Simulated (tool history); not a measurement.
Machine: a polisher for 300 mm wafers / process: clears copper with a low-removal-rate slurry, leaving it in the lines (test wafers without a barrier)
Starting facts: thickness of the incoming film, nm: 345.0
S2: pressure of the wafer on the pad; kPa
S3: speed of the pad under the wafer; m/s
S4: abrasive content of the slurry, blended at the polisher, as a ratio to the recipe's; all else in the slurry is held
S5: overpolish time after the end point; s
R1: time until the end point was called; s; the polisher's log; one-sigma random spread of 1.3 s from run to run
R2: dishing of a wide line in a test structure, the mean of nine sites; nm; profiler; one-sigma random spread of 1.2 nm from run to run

Run 1, hour 0: flow of slurry (ml/min) 305, S2 20 kPa, S3 0.94 m/s, S4 1, S5 23 s. Result: R1 132.63 s, R2 45.111 nm.
Run 2, hour 6.1: flow of slurry (ml/min) 340, S2 20 kPa, S3 0.94 m/s, S4 1, S5 23 s. Result: R1 127.35 s, R2 44.984 nm.
Run 3, hour 7.6: flow of slurry (ml/min) 340, S2 21.4 kPa, S3 0.94 m/s, S4 1, S5 23 s. Result: R1 118.96 s, R2 48.184 nm.
Run 4, hour 8.7: flow of slurry (ml/min) 340, S2 21.4 kPa, S3 0.94 m/s, S4 1, S5 17 s. Result: R1 122.81 s, R2 37.641 nm.
Run 5, hour 10.7: flow of slurry (ml/min) 340, S2 17.2 kPa, S3 0.94 m/s, S4 1, S5 17 s. Result: R1 145.95 s, R2 30.393 nm.
Run 6, hour 11.6: flow of slurry (ml/min) 335, S2 19.3 kPa, S3 0.96 m/s, S4 1, S5 18 s. Result: R1 130.97 s, R2 35.912 nm.
Run 7, hour 17.2: flow of slurry (ml/min) 330, S2 20.7 kPa, S3 0.98 m/s, S4 1, S5 19 s. Result: R1 119.12 s, R2 40.681 nm.
Run 8, hour 19.4: flow of slurry (ml/min) 325, S2 22.1 kPa, S3 0.98 m/s, S4 1, S5 20 s. Result: R1 111.98 s, R2 44.159 nm.
At hour 24.1: worn pad replaced by a new one.
Run 9, hour 24.1: flow of slurry (ml/min) 325, S2 23.4 kPa, S3 0.98 m/s, S4 1, S5 21 s. Result: R1 96.346 s, R2 56.219 nm.
Run 10, hour 31.2: flow of slurry (ml/min) 325, S2 24.1 kPa, S3 0.98 m/s, S4 1, S5 21 s. Result: R1 94.363 s, R2 55.766 nm.
Run 11, hour 35.5: flow of slurry (ml/min) 325, S2 24.8 kPa, S3 0.98 m/s, S4 1, S5 22 s. Result: R1 91.801 s, R2 58.74 nm.

Predict the results of run 12:
Run 12, hour 37.4: flow of slurry (ml/min) 325, S2 25.5 kPa, S3 0.98 m/s, S4 1, S5 22 s. Result: R1 ?, R2 ?.

Run 12 measured R1 89.02 s, R2 60.841 nm.

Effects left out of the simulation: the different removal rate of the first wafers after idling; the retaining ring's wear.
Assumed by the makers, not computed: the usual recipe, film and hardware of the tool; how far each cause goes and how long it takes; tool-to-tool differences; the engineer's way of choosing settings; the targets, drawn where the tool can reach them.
